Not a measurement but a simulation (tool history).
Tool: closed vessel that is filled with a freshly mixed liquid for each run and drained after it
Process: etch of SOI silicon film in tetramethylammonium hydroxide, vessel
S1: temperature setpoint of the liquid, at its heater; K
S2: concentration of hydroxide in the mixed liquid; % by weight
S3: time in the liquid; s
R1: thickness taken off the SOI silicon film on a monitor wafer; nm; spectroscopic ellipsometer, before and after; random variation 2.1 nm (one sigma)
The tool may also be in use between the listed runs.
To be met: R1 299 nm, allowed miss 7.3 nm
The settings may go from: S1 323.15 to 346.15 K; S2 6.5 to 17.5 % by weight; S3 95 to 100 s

{"run": 1, "day": 0.0, "S1": 333.15, "S2": 12, "S3": 95, "R1": 359.78}
{"run": 2, "day": 0.308, "S1": 328.65, "S2": 12, "S3": 95, "R1": 268.67}
{"run": 3, "day": 0.479, "S1": 328.65, "S2": 12, "S3": 95, "R1": 268.17}
{"run": 4, "day": 0.588, "S1": 328.65, "S2": 12, "S3": 95, "R1": 266.52}
{"run": 5, "day": 0.804, "S1": 328.65, "S2": 13, "S3": 95, "R1": 260.84}
{"run": 6, "day": 0.875, "S1": 328.65, "S2": 14, "S3": 95, "R1": 250.13}
{"run": 7, "day": 1.242, "S1": 329.15, "S2": 14, "S3": 95, "R1": 255.26}
{"run": 8, "day": 1.412, "S1": 329.65, "S2": 14, "S3": 95, "R1": 268.52}
{"run": 9, "day": 1.708, "S1": 330.15, "S2": 14, "S3": 95, "R1": 276.58}
{"run": 10, "day": 1.946, "S1": 330.65, "S2": 14, "S3": 95, "R1": 285.98}

5 next moves are on the table. One of them brings every result within its allowed miss. Which?
{"run": "A", "day": 2.183, "S1": 329.15, "S2": 13, "S3": 100, "R1": "?"}
{"run": "B", "day": 2.183, "S1": 326.65, "S2": 8.5, "S3": 95, "R1": "?"}
{"run": "C", "day": 2.183, "S1": 330.15, "S2": 13.5, "S3": 100, "R1": "?"}
{"run": "D", "day": 2.183, "S1": 329.65, "S2": 14.5, "S3": 100, "R1": "?"}
{"run": "E", "day": 2.183, "S1": 330.65, "S2": 14.5, "S3": 95, "R1": "?"}

move=A R1=282.31
move=B R1=268.01
move=C R1=295.72
move=D R1=276.2
move=E R1=279.7
A: further off than the last run
B: further off than the last run
C: meets every target
D: further off than the last run
E: further off than the last run
The right move is C.
